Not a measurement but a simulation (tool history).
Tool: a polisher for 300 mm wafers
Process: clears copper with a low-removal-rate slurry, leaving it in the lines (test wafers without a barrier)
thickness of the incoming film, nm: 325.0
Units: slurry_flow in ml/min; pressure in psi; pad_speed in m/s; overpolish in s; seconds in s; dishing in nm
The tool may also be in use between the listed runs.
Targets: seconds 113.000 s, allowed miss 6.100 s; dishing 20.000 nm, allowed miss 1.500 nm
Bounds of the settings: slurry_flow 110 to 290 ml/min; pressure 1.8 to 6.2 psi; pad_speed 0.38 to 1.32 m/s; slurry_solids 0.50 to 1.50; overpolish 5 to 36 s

run	hour	slurry_flow	pressure	pad_speed	slurry_solids	overpolish	seconds	dishing
1	0.0	185	4.0	0.84	1.00	18	120.860	38.767
2	5.3	185	4.4	0.84	1.00	18	115.070	42.960
3	10.4	185	4.2	0.86	1.00	16	112.200	38.202
4	16.5	185	4.1	0.86	1.00	14	115.680	33.438
5	24.0	185	4.1	1.06	1.00	14	96.832	38.621
6	29.4	185	5.1	1.06	1.00	14	80.136	44.908
7	34.0	185	4.8	1.06	1.00	13	84.239	39.891
8	37.8	185	4.6	1.06	1.00	12	89.406	37.248
9	38.4	180	4.4	1.06	1.00	11	91.836	32.022
10	39.8	175	4.3	1.06	1.00	11	93.979	30.729
11	46.0	170	4.2	1.06	1.00	11	99.882	30.320
12	54.0	165	4.2	1.06	1.00	10	95.337	28.379
13	55.3	160	3.3	1.04	1.00	6	125.390	13.542
14	57.0	165	3.4	1.04	1.00	6	118.870	14.242
15	65.6	175	3.6	1.04	1.00	13	111.280	30.666
16	71.6	175	3.6	1.04	1.00	13	112.840	30.784
17	77.6	175	3.6	1.04	1.00	12	113.180	30.139
18	81.4	170	3.7	1.02	1.00	12	109.410	29.217
19	87.6	165	3.8	1.00	1.00	10	113.050	24.860
20	96.1	170	3.8	1.00	1.00	10	112.750	24.660
21	98.4	170	3.8	1.00	1.00	5	110.300	12.740
22	100.9	165	3.8	1.00	1.00	5	116.440	12.772
# hour 107.3: slurry nozzle cleaned
23	107.3	160	3.8	1.00	1.00	5	105.880	13.964

Which of these 4 next moves meets every target?
A	113.7	115	4.1	0.92	1.00	7	?	?
B	113.7	150	3.5	0.94	0.80	9	?	?
C	113.7	120	3.9	0.94	1.15	8	?	?
D	113.7	165	3.3	0.98	1.00	7	?	?

move	seconds	dishing
A	114.150	17.104
B	126.190	19.660
C	113.630	19.467
D	122.270	15.962
A: nearer than the last run, and not there yet
B: brings the result that was furthest off to its target, and leaves another outside
C: meets every target
D: nearer than the last run, and not there yet
Answer: C

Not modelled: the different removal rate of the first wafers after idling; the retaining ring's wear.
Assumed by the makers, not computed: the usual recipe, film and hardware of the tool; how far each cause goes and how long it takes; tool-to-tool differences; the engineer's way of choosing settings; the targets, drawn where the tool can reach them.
